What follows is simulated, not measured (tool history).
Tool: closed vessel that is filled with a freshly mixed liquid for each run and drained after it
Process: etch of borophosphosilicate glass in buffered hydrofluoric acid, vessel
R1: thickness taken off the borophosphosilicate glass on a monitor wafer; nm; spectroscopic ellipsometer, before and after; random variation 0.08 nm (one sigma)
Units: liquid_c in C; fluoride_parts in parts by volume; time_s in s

Run 1, hour 0.0: liquid_c 23.0 C, fluoride_parts 24.0 parts by volume, time_s 30 s. Result: R1 16.457 nm.
Run 2, hour 8.4: liquid_c 23.0 C, fluoride_parts 24.0 parts by volume, time_s 30 s. Result: R1 16.569 nm.
Run 3, hour 13.8: liquid_c 23.0 C, fluoride_parts 24.0 parts by volume, time_s 30 s. Result: R1 16.474 nm.
Run 4, hour 23.0: liquid_c 23.0 C, fluoride_parts 29.0 parts by volume, time_s 30 s. Result: R1 14.528 nm.
Run 5, hour 24.7: liquid_c 23.0 C, fluoride_parts 30.0 parts by volume, time_s 30 s. Result: R1 14.157 nm.
Run 6, hour 30.5: liquid_c 24.5 C, fluoride_parts 29.5 parts by volume, time_s 30 s. Result: R1 15.565 nm.
Run 7, hour 31.9: liquid_c 26.0 C, fluoride_parts 29.0 parts by volume, time_s 30 s. Result: R1 16.979 nm.
Run 8, hour 35.2: liquid_c 27.0 C, fluoride_parts 28.5 parts by volume, time_s 30 s. Result: R1 18.250 nm.
Run 9, hour 39.1: liquid_c 28.0 C, fluoride_parts 28.5 parts by volume, time_s 30 s. Result: R1 19.231 nm.
Run 10, hour 42.6: liquid_c 28.5 C, fluoride_parts 28.5 parts by volume, time_s 30 s. Result: R1 19.817 nm.

Run 11 comes next. What will it give?
Run 11, hour 46.3: liquid_c 29.0 C, fluoride_parts 28.5 parts by volume, time_s 30 s. Result: R1 ?.

{"run 11": {"R1": 20.155}}
